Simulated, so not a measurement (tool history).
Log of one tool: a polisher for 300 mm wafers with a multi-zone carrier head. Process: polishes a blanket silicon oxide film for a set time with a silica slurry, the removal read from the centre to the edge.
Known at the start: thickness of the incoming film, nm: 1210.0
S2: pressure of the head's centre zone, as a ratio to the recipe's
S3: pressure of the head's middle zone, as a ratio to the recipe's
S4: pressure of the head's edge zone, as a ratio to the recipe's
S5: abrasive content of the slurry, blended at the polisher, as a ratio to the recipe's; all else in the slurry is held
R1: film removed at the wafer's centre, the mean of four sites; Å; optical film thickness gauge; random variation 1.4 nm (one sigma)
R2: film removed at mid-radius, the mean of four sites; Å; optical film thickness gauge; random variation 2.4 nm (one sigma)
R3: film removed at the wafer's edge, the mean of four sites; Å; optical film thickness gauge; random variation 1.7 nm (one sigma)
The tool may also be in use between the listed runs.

Run 1, hour 0: flow of slurry (ml/min) 155, S2 1, S3 1, S4 1, S5 1, polishing time (s) 49. Result: R1 2699.8 Å, R2 2733.5 Å, R3 2676.3 Å.
Run 2, hour 8.2: flow of slurry (ml/min) 150, S2 0.98, S3 0.97, S4 0.97, S5 0.85, polishing time (s) 49. Result: R1 2469 Å, R2 2461.6 Å, R3 2471.3 Å.
Run 3, hour 8.8: flow of slurry (ml/min) 145, S2 0.96, S3 0.95, S4 0.95, S5 0.75, polishing time (s) 48. Result: R1 2263.3 Å, R2 2294.7 Å, R3 2249 Å.
Run 4, hour 13.3: flow of slurry (ml/min) 175, S2 0.96, S3 0.95, S4 0.95, S5 0.75, polishing time (s) 48. Result: R1 2310.5 Å, R2 2346.2 Å, R3 2295.4 Å.
Run 5, hour 16.2: flow of slurry (ml/min) 165, S2 0.93, S3 0.92, S4 0.93, S5 0.7, polishing time (s) 48. Result: R1 2162.7 Å, R2 2190.9 Å, R3 2222.7 Å.
Run 6, hour 18.9: flow of slurry (ml/min) 160, S2 0.92, S3 0.9, S4 0.91, S5 0.65, polishing time (s) 48. Result: R1 2124.7 Å, R2 2101 Å, R3 2100.5 Å.
Run 7, hour 21.9: flow of slurry (ml/min) 155, S2 0.89, S3 0.88, S4 0.9, S5 0.6, polishing time (s) 48. Result: R1 1946.8 Å, R2 1992.4 Å, R3 2013.2 Å.
Run 8, hour 27.4: flow of slurry (ml/min) 145, S2 0.88, S3 0.87, S4 0.9, S5 0.6, polishing time (s) 48. Result: R1 1876.1 Å, R2 1909.3 Å, R3 1992.3 Å.
Run 9, hour 31.3: flow of slurry (ml/min) 140, S2 0.88, S3 0.87, S4 0.89, S5 0.6, polishing time (s) 48. Result: R1 1859 Å, R2 1913.7 Å, R3 1980 Å.

The next listed run, before its measurement:
Run 10, hour 39.9: flow of slurry (ml/min) 115, S2 0.89, S3 0.84, S4 0.85, S5 0.55, polishing time (s) 48. Result: R1 ?, R2 ?, R3 ?.

R1: 1756 Å
R2: 1723 Å
R3: 1809.2 Å
